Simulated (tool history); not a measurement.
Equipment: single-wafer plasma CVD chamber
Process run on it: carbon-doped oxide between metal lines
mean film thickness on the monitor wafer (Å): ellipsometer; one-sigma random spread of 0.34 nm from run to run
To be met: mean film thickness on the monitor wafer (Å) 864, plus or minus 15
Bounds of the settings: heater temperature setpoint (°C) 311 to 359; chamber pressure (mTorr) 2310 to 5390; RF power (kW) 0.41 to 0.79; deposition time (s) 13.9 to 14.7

run  hour  heater temperature setpoint (°C)  chamber pressure (mTorr)  RF power (kW)  deposition time (s)  mean film thickness on the monitor wafer (Å)
  1     0                               335                      3850            0.6                 14.7                                        799.96
  2   1.1                               327                      3850            0.6                 14.7                                        816.88
  3   3.3                               327                      3510            0.6                 14.7                                        807.44
  4   8.6                               327                      3510            0.6                 13.9                                        758.04
  5  17.6                               326                      3790           0.61                 13.9                                        779.59
  6  20.9                               326                      4340           0.61                 13.9                                        794.24
  7  21.5                               325                      4450           0.62                 13.9                                         813.1
  8  28.4                               324                      4570          0.625                 13.9                                        818.52
  9  33.5                               323                      4670           0.63                 13.9                                        830.86
 10    42                               322                      4750          0.635                 13.9                                        838.76
 11    44                               321                      4810          0.635                 13.9                                        843.73
 12  51.7                               320                      4850          0.635                 13.9                                        851.42
 13    55                               319                      4870          0.635                 13.9                                        844.77
 14  59.3                               319                      4920          0.635                 13.9                                         852.8
 15  62.9                               319                      4940          0.635                 13.9                                         849.1

4 candidate next runs follow, results not yet known. Just one meets every target within its allowed miss. Identify it.
  A  66.5                               333                      4400          0.655                 14.7                                             ?
  B  66.5                               325                      5390            0.6                 14.2                                             ?
  C  66.5                               314                      4990          0.585                   14                                             ?
  D  66.5                               311                      5390           0.52                 14.7                                             ?

move  mean film thickness on the monitor wafer (Å)
   A                                        856.93
   B                                        831.34
   C                                        829.19
   D                                           830
A: hits every target within its allowed miss
B: misses by more than the last run did
C: misses by more than the last run did
D: misses by more than the last run did
Correct choice: A, which meets every target
